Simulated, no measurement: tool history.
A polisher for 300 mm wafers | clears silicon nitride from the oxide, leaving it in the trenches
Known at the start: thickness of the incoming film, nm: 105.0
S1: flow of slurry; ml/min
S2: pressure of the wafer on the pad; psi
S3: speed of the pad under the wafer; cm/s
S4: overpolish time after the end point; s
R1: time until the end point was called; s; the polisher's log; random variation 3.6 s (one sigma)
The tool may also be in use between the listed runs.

| run | hour | S1 | S2 | S3 | S4 | R1 |
|---|---|---|---|---|---|---|
| 1 | 0.0 | 230 | 2.6 | 128 | 7 | 87.915 |
| 2 | 4.8 | 230 | 2.3 | 120 | 7 | 100.860 |
| 3 | 13.1 | 230 | 2.3 | 150 | 7 | 84.455 |
| 4 | 14.4 | 230 | 2.7 | 150 | 7 | 70.946 |
| 5 | 22.3 | 230 | 2.3 | 150 | 7 | 82.383 |
| 6 | 24.7 | 230 | 2.3 | 150 | 7 | 83.049 |
| 7 | 29.1 | 225 | 2.0 | 136 | 7 | 103.730 |

Forecast run 8:
| 8 | 33.7 | 225 | 2.0 | 136 | 7 | ? |

R1: 107.950 s
